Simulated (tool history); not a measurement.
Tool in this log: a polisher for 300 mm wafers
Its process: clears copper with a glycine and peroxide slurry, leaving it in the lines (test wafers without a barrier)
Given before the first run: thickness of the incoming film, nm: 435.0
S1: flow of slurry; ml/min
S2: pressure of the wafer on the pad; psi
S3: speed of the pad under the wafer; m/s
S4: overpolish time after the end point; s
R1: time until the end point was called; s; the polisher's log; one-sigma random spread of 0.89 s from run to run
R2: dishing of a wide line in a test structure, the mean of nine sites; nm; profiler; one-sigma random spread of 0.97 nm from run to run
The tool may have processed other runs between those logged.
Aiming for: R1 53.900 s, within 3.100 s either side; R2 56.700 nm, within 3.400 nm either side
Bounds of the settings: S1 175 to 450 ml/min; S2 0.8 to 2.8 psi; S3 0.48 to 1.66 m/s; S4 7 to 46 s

run	day	S1	S2	S3	S4	R1	R2
1	0.000	290	1.8	1.06	24	85.843	59.619
2	0.267	290	2.0	1.08	21	77.868	57.903
3	0.592	350	2.0	1.08	21	77.934	56.713
4	0.867	280	2.0	1.08	21	78.530	58.328
5	0.992	215	2.0	1.08	21	80.694	57.584
6	1.200	215	2.0	0.88	21	95.890	51.039
7	1.475	220	2.2	0.94	19	83.961	51.483
8	1.538	220	2.3	1.00	18	81.216	50.920
9	1.829	225	2.4	1.08	17	72.617	54.227
10	2.054	230	2.5	1.14	16	65.683	54.288
11	2.100	230	2.5	1.14	16	67.709	54.303
12	2.267	230	2.6	1.18	15	61.142	53.968
13	2.358	230	2.6	1.20	15	61.286	54.185
14	2.508	230	2.6	1.22	15	60.109	55.575

4 candidate next runs follow, results not yet known. Just one meets every target within its allowed miss. Identify it.
A	2.658	235	2.7	1.18	16	?	?
B	2.658	245	2.8	1.32	14	?	?
C	2.658	175	2.5	1.26	14	?	?
D	2.658	225	2.6	1.18	14	?	?

move	R1	R2
A	61.258	57.358
B	53.989	56.881
C	63.860	50.358
D	63.285	50.884
A: moves away from the targets compared with the last run
B: every result lands within tolerance
C: moves away from the targets compared with the last run
D: moves away from the targets compared with the last run
B is the move that brings every result within its allowed miss.
